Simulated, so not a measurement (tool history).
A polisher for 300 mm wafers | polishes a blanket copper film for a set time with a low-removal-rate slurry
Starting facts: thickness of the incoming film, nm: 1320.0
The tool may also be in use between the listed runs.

run,day,flow of slurry (ml/min),pressure of the wafer on the pad (kPa),speed of the pad under the wafer (cm/s),abrasive content of the slurry,polishing time (s),film removed (Å)
1,0.000,265,17.2,96,1.0,100,2917.1
2,0.067,265,15.9,96,1.0,100,2752.6
3,0.425,265,14.5,96,1.0,100,2534.5
4,0.508,265,14.5,108,1.0,100,2753.8
5,0.767,265,14.5,126,1.0,100,3101.2
6,1.129,265,13.1,124,1.0,100,2809.6
7,1.342,265,11.7,124,1.0,100,2598.5

Estimate the outcome of run 8 from the log above:
8,1.400,255,7.6,122,1.0,100,?

{"run 8": {"film removed (Å)": 1833.9}}

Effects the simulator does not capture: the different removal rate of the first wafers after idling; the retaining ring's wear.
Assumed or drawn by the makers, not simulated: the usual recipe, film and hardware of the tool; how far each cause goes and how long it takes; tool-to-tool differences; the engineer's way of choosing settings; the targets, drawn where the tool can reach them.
